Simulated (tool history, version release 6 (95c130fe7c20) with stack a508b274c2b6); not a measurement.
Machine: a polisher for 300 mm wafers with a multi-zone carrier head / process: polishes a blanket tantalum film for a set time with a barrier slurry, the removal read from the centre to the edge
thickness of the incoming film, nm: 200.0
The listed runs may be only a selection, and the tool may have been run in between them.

run	hour	flow of slurry (ml/min)	pressure of the head's centre zone	pressure of the head's middle zone	pressure of the head's edge zone	abrasive content of the slurry	polishing time (s)	film removed at the wafer's centre (angstrom)	film removed at mid-radius (angstrom)	film removed at the wafer's edge (angstrom)
1	0	170	1	1	1	1	33	848.11	833.56	830.88
2	7	170	1	1	0.95	1	33	846.4	827.01	806.41
3	13.6	170	1	1	0.95	1	38	996.49	968.2	941.17
4	15.7	155	0.96	0.94	0.96	0.85	38	892.66	866.18	886.81
5	23.2	140	0.96	0.94	0.96	0.85	38	870.96	837.41	898.92
6	28.9	130	0.93	0.9	0.94	0.75	38	814.16	778.06	837.78

Run 7 has not been measured yet. What should we expect?
7	32.2	120	0.91	0.87	0.95	0.7	38	?	?	?

Logged for run 7: film removed at the wafer's centre (angstrom) 756.26, film removed at mid-radius (angstrom) 731.94, film removed at the wafer's edge (angstrom) 824.91.

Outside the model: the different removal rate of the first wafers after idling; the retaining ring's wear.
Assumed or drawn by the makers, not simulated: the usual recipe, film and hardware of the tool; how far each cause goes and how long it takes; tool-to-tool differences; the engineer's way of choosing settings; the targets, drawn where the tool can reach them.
